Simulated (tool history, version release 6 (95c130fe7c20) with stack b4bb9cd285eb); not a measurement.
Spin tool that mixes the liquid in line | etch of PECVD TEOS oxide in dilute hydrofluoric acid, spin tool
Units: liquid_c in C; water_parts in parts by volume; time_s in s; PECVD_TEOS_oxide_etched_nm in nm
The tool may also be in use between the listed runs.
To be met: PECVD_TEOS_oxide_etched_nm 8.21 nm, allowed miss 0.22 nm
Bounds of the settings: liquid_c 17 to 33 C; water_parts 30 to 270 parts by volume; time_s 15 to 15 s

run	hour	liquid_c	water_parts	time_s	PECVD_TEOS_oxide_etched_nm
1	0	25	150	15	2.0654
2	5	26.5	125	15	2.7123
3	8.6	26.5	95	15	3.6629
4	13.5	26.5	95	15	3.6667
5	19.6	26.5	120	15	2.8264
6	25.3	26.5	170	15	1.8933
7	31.1	27.5	145	15	2.3862
8	38.1	28.5	125	15	2.8798
9	39.7	29.5	105	15	3.6607
10	48.1	30	90	15	4.4606
11	50.2	30.5	80	15	5.2763
12	56	30.5	80	15	5.2207
13	58.3	31	75	15	5.7682
14	65.8	33	40	15	12.333

5 next moves are on the table. One of them brings every result within its allowed miss. Which?
A	73.3	33	55	15	?
B	73.3	27	50	15	?
C	73.3	31.5	60	15	?
D	73.3	31.5	55	15	?
E	73.3	32	60	15	?

move	PECVD_TEOS_oxide_etched_nm
A	8.5863
B	7.5252
C	7.3726
D	8.1064
E	7.5152
A: nearer than the last run, and not there yet
B: takes the result that was furthest off past its target
C: takes the result that was furthest off past its target
D: meets every target
E: takes the result that was furthest off past its target
Move D is the one to make.
